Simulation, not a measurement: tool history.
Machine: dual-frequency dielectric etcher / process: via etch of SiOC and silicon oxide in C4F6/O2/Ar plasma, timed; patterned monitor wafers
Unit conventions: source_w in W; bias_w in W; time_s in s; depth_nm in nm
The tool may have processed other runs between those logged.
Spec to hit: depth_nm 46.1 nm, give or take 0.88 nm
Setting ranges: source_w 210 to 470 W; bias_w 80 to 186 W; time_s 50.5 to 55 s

run  hour  source_w  bias_w  time_s  depth_nm
  1     0       340     133      55    54.563
  2   7.7       380     133      55    57.387
  3  15.3       340     129      55    54.035
  4  20.7       310     127      55    51.695
  5    27       290     125      55     50.05
  6  30.6       280     124      55    48.966
  7  32.3       230     120      55    44.096
  8  34.6       240     120      55    45.008

Of the 4 settings listed for the next run, only one would bring every result within its allowed miss of target. Which one?
  A  36.9       240     122    53.5         ?
  B  36.9       260     108    52.5         ?
  C  36.9       220     123      55         ?
  D  36.9       240     138    53.5         ?

move  depth_nm
   A    44.155
   B    43.118
   C    43.744
   D    46.078
A: moves away from the targets compared with the last run
B: moves away from the targets compared with the last run
C: moves away from the targets compared with the last run
D: every result lands within tolerance
The move that meets every target is D.

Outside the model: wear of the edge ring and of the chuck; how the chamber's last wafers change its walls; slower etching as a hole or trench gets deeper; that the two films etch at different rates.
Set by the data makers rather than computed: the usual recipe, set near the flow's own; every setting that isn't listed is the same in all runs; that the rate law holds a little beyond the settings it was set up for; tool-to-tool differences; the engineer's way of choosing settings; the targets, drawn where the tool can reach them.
